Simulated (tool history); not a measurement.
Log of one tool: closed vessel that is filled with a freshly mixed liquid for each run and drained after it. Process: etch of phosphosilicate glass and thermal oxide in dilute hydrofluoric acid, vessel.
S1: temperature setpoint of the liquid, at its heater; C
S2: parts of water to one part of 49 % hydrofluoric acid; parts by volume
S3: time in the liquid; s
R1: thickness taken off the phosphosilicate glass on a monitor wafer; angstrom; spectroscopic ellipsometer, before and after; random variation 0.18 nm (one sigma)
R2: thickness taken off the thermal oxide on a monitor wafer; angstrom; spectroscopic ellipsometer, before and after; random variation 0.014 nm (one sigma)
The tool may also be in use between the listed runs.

run 1 hour=0.0 | S1=24.0 S2=220 S3=60 | R1=405.45 R2=10.582
run 2 hour=6.2 | S1=23.5 S2=225 S3=60 | R1=380.00 R2=10.087
run 3 hour=7.9 | S1=25.0 S2=225 S3=60 | R1=397.80 R2=10.312
run 4 hour=11.5 | S1=25.0 S2=145 S3=60 | R1=673.72 R2=17.957
run 5 hour=16.3 | S1=28.0 S2=145 S3=60 | R1=763.62 R2=19.854
run 6 hour=24.6 | S1=28.0 S2=100 S3=60 | R1=1152.30 R2=29.846

Run 7 comes next. What will it give?
run 7 hour=25.2 | S1=24.0 S2=190 S3=60 | R1=? R2=?

{"run 7": {"R1": 471.92, "R2": 12.214}}

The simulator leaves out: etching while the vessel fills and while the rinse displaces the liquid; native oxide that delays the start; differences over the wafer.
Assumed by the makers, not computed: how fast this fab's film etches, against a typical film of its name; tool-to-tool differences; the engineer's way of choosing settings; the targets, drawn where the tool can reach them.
